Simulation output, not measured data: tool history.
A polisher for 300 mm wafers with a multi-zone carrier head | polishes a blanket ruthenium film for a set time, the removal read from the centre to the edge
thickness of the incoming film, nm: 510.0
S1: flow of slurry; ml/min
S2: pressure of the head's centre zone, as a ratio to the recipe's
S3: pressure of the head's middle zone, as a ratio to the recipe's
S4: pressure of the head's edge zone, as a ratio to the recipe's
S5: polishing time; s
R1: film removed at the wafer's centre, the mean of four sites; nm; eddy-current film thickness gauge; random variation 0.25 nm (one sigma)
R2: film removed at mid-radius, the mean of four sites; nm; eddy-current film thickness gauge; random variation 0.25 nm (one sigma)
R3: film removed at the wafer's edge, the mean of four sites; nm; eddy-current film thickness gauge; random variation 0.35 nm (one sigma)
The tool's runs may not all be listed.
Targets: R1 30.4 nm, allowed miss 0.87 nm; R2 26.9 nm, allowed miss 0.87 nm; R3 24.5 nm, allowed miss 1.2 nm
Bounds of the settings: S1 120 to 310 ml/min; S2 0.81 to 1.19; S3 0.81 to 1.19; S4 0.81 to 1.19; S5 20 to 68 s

run	day	S1	S2	S3	S4	S5	R1	R2	R3
1	0	200	1	1	1	44	43.677	44.011	43.107
2	0.225	200	1	1	1.06	44	43.116	42.984	44.813
3	0.462	200	1.01	0.98	1.01	39	38.473	37.885	38.825
4	0.75	200	1.04	0.98	0.97	36	36.69	35.009	34.998
5	1.004	200	1.04	0.98	0.89	36	36.583	34.39	34.179
6	1.267	200	1.04	0.98	0.97	36	36.463	35.204	35.174
7	1.621	200	1.07	0.98	0.94	33	34.41	31.303	32.037
8	1.683	195	1.09	1.01	0.91	31	33.088	30.793	29.143
9	1.833	185	1.1	1.01	0.89	30	31.722	29.389	28.234
10	2.054	180	1.12	1.02	0.87	29	31.042	28.718	26.569
11	2.408	145	1.15	0.98	0.81	28	29.064	26.072	24.05
12	2.538	150	1.15	0.98	0.81	28	29.932	25.782	24.712

5 next moves are on the table. One of them brings every result within its allowed miss. Which?
A	2.667	130	1.13	0.97	0.82	33	?	?	?
B	2.667	195	1.08	0.99	0.83	30	?	?	?
C	2.667	120	1.18	1.03	0.81	30	?	?	?
D	2.667	170	1.04	0.9	0.89	31	?	?	?
E	2.667	155	1.13	0.91	0.81	31	?	?	?

move	R1	R2	R3
A	33.241	29.404	28.069
B	31.795	29.614	27.263
C	30.777	27.489	24.968
D	30.759	27.583	28.591
E	32.743	27.312	27.042
A: takes the result that was furthest off past its target
B: takes the result that was furthest off past its target
C: meets every target
D: brings the result that was furthest off to its target, and leaves another outside
E: brings the result that was furthest off to its target, and leaves another outside
Answer: C

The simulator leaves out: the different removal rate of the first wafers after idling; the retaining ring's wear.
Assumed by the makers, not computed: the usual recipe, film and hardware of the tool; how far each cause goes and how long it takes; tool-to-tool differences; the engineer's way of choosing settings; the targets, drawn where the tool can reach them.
